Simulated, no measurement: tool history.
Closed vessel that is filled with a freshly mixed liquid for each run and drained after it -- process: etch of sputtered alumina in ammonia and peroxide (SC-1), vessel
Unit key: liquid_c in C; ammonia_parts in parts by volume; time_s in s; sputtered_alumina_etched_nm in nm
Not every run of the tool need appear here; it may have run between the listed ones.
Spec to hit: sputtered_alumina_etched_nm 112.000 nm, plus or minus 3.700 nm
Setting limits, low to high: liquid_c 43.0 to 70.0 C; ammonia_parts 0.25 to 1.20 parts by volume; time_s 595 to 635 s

run,hour,liquid_c,ammonia_parts,time_s,sputtered_alumina_etched_nm
1,0.0,59.0,0.95,595,66.257
2,8.5,62.5,0.95,595,81.091
3,11.8,62.5,0.95,595,80.618
4,13.3,64.5,0.95,595,86.835
5,21.2,64.5,0.95,635,93.871
6,29.5,64.5,0.95,635,93.835
7,36.7,66.0,0.95,635,101.330
8,42.5,67.0,0.95,635,106.350

Next run, 4 choices. One meets every target within its allowed miss, the rest don't. Which?
A,48.3,69.5,0.65,620,?
B,48.3,69.5,1.20,635,?
C,48.3,65.5,1.00,635,?
D,48.3,69.5,1.00,635,?

move,sputtered_alumina_etched_nm
A,114.550
B,124.290
C,100.520
D,122.180
A: hits every target within its allowed miss
B: pushes the last run's worst result past its target
C: the biggest miss grows against the last run
D: pushes the last run's worst result past its target
Answer: A
